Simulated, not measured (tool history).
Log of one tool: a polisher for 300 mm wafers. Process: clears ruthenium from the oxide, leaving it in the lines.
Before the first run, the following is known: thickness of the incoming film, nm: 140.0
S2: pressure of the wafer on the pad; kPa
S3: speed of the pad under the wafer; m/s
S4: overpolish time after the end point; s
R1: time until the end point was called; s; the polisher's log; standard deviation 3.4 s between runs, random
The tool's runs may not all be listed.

{"run": 1, "hour": 0.0, "flow of slurry (ml/min)": 165, "S2": 15.2, "S3": 1.12, "S4": 6, "R1": 121.39}
{"run": 2, "hour": 8.6, "flow of slurry (ml/min)": 205, "S2": 15.2, "S3": 1.12, "S4": 6, "R1": 116.47}
{"run": 3, "hour": 11.7, "flow of slurry (ml/min)": 205, "S2": 15.2, "S3": 1.32, "S4": 6, "R1": 98.871}
{"run": 4, "hour": 16.5, "flow of slurry (ml/min)": 205, "S2": 15.2, "S3": 1.32, "S4": 5, "R1": 98.977}
{"run": 5, "hour": 25.0, "flow of slurry (ml/min)": 240, "S2": 15.2, "S3": 1.32, "S4": 5, "R1": 96.894}
{"run": 6, "hour": 32.3, "flow of slurry (ml/min)": 240, "S2": 12.4, "S3": 1.26, "S4": 5, "R1": 117.42}
{"run": 7, "hour": 34.8, "flow of slurry (ml/min)": 240, "S2": 10.3, "S3": 1.2, "S4": 5, "R1": 133.09}

The next listed run, before its measurement:
{"run": 8, "hour": 39.1, "flow of slurry (ml/min)": 240, "S2": 9, "S3": 1.12, "S4": 5, "R1": "?"}

R1: 155.21 s

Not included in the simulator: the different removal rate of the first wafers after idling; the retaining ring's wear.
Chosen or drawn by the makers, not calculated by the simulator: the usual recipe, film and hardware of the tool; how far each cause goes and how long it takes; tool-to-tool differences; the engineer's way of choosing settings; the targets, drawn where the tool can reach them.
